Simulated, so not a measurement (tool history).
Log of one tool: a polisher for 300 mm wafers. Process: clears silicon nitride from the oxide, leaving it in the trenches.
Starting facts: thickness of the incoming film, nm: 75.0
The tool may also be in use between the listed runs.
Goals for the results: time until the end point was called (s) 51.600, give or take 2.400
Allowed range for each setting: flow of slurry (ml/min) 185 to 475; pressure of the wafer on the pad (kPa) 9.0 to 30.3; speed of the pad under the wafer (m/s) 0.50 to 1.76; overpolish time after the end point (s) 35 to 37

run    day  flow of slurry (ml/min)  pressure of the wafer on the pad (kPa)  speed of the pad under the wafer (m/s)  overpolish time after the end point (s)  time until the end point was called (s)
  1  0.000                      305                                    19.3                                    1.12                                       35                                   71.595
  2  0.117                      305                                    19.3                                    1.12                                       35                                   73.876
  3  0.412                      305                                    14.5                                    1.12                                       35                                   95.696
  4  0.479                      305                                    16.5                                    1.12                                       35                                   84.905
  5  0.675                      305                                    18.6                                    1.12                                       35                                   75.436
  6  0.708                      305                                    18.6                                    1.12                                       35                                   73.921
  7  0.904                      305                                    20.0                                    1.12                                       35                                   69.830
  8  0.992                      305                                    21.4                                    1.12                                       35                                   65.993
  9  1.308                      305                                    21.4                                    1.12                                       35                                   65.504
 10  1.358                      305                                    21.4                                    1.12                                       35                                   66.763
 11  1.667                      305                                    22.8                                    1.12                                       35                                   62.262
 12  1.746                      305                                    23.4                                    1.12                                       35                                   57.928
 13  2.096                      305                                    24.1                                    1.12                                       35                                   57.407

5 next moves are on the table. One of them brings every result within its allowed miss. Which?
  A  2.446                      235                                    26.9                                    1.36                                       35                                        ?
  B  2.446                      330                                    28.3                                    1.08                                       37                                        ?
  C  2.446                      245                                    22.1                                    1.60                                       37                                        ?
  D  2.446                      325                                    25.5                                    1.40                                       35                                        ?
  E  2.446                      275                                    26.2                                    1.36                                       35                                        ?

move  time until the end point was called (s)
   A                                   44.506
   B                                   50.459
   C                                   46.397
   D                                   44.340
   E                                   44.969
A: moves the result that the last run missed by most past its target, out the other side
B: every result lands within tolerance
C: moves the result that the last run missed by most past its target, out the other side
D: moves the result that the last run missed by most past its target, out the other side
E: moves the result that the last run missed by most past its target, out the other side
Correct choice: B, which meets every target

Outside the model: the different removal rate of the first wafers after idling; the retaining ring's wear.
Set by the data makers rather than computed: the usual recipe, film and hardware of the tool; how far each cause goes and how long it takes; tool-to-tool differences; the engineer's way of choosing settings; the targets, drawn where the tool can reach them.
